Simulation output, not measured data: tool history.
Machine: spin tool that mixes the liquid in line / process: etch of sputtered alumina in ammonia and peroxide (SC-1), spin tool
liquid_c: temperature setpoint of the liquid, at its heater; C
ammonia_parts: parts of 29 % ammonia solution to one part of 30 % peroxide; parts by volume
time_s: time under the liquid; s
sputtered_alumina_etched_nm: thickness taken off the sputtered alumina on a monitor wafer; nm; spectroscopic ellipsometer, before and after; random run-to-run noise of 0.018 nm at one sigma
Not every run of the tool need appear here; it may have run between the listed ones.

Run 1, day 0: liquid_c 62 C, ammonia_parts 0.4 parts by volume, time_s 15 s. Result: sputtered_alumina_etched_nm 1.8812 nm.
Run 2, day 0.154: liquid_c 56 C, ammonia_parts 0.4 parts by volume, time_s 15 s. Result: sputtered_alumina_etched_nm 1.4061 nm.
Run 3, day 0.292: liquid_c 56 C, ammonia_parts 0.4 parts by volume, time_s 15 s. Result: sputtered_alumina_etched_nm 1.3976 nm.
Run 4, day 0.429: liquid_c 57.5 C, ammonia_parts 0.4 parts by volume, time_s 15 s. Result: sputtered_alumina_etched_nm 1.4965 nm.
Run 5, day 0.65: liquid_c 57.5 C, ammonia_parts 0.25 parts by volume, time_s 15 s. Result: sputtered_alumina_etched_nm 1.4308 nm.
Run 6, day 0.804: liquid_c 57.5 C, ammonia_parts 0.2 parts by volume, time_s 15 s. Result: sputtered_alumina_etched_nm 1.4101 nm.

Run 7, settings as shown, results not yet in. Your forecast:
Run 7, day 0.904: liquid_c 65.5 C, ammonia_parts 0.2 parts by volume, time_s 15 s. Result: sputtered_alumina_etched_nm ?.

sputtered_alumina_etched_nm: 2.0975 nm
